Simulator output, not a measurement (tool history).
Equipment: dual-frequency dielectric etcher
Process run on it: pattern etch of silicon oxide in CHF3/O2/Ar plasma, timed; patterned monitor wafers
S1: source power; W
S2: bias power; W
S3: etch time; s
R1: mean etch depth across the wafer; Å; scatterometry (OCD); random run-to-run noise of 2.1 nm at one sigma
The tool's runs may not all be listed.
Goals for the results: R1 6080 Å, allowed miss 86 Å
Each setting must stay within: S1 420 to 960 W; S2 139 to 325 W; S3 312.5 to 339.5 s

Run 1, day 0: S1 690 W, S2 232 W, S3 339.5 s. Result: R1 7785.8 Å.
Run 2, day 0.325: S1 660 W, S2 223 W, S3 338.5 s. Result: R1 7551.8 Å.
Run 3, day 0.488: S1 630 W, S2 215 W, S3 338 s. Result: R1 7168.8 Å.
Run 4, day 0.521: S1 630 W, S2 215 W, S3 312.5 s. Result: R1 6629.9 Å.
Run 5, day 0.658: S1 630 W, S2 215 W, S3 339.5 s. Result: R1 7189.1 Å.
Run 6, day 0.946: S1 630 W, S2 215 W, S3 339.5 s. Result: R1 7241.3 Å.
Run 7, day 1.3: S1 630 W, S2 215 W, S3 339.5 s. Result: R1 7218.7 Å.
Run 8, day 1.567: S1 600 W, S2 213 W, S3 339.5 s. Result: R1 7045.8 Å.
Run 9, day 1.75: S1 580 W, S2 211 W, S3 339.5 s. Result: R1 6845.1 Å.
Run 10, day 1.908: S1 560 W, S2 211 W, S3 339.5 s. Result: R1 6742 Å.
Run 11, day 2.2: S1 540 W, S2 211 W, S3 339.5 s. Result: R1 6548.7 Å.
Run 12, day 2.433: S1 530 W, S2 211 W, S3 339.5 s. Result: R1 6509 Å.
Run 13, day 2.612: S1 520 W, S2 211 W, S3 339.5 s. Result: R1 6422.4 Å.
Run 14, day 2.771: S1 510 W, S2 211 W, S3 339.5 s. Result: R1 6286.7 Å.

Of the 4 settings listed for the next run, only one would bring every result within its allowed miss of target. Which one?
Run A, day 2.929: S1 560 W, S2 204 W, S3 312.5 s. Result: R1 ?.
Run B, day 2.929: S1 570 W, S2 219 W, S3 324 s. Result: R1 ?.
Run C, day 2.929: S1 550 W, S2 205 W, S3 339.5 s. Result: R1 ?.
Run D, day 2.929: S1 590 W, S2 195 W, S3 339.5 s. Result: R1 ?.

move      R1
   A    6051
   B  6511.1
   C  6513.9
   D  6669.7
A: hits every target within its allowed miss
B: lands further from the targets than the last run did
C: lands further from the targets than the last run did
D: lands further from the targets than the last run did
The right move is A.

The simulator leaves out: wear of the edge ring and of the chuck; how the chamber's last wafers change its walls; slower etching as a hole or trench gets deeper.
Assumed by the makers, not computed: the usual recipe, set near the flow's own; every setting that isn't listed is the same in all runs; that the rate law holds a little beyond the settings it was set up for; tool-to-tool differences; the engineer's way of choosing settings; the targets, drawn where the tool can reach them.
